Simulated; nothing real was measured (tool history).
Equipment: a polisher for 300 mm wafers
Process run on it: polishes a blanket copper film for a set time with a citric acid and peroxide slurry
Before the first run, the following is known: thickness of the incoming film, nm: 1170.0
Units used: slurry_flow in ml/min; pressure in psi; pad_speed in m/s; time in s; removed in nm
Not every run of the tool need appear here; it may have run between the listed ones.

| run | day | slurry_flow | pressure | pad_speed | slurry_solids | time | removed |
|---|---|---|---|---|---|---|---|
| 1 | 0.000 | 170 | 4.2 | 1.20 | 1.0 | 46 | 152.20 |
| 2 | 0.275 | 200 | 4.2 | 1.20 | 1.0 | 46 | 164.17 |
| 3 | 0.321 | 215 | 4.4 | 1.20 | 1.0 | 46 | 166.92 |
| 4 | 0.642 | 185 | 4.4 | 1.20 | 1.0 | 46 | 168.85 |
| 5 | 0.946 | 185 | 4.7 | 1.20 | 1.0 | 46 | 170.57 |
| 6 | 1.104 | 185 | 5.1 | 1.20 | 1.0 | 46 | 185.39 |
| 7 | 1.196 | 190 | 5.3 | 1.20 | 1.0 | 46 | 191.40 |

Run 8 is up next; what results do you expect?
| 8 | 1.262 | 195 | 5.4 | 1.20 | 1.0 | 46 | ? |

removed: 198.80 nm

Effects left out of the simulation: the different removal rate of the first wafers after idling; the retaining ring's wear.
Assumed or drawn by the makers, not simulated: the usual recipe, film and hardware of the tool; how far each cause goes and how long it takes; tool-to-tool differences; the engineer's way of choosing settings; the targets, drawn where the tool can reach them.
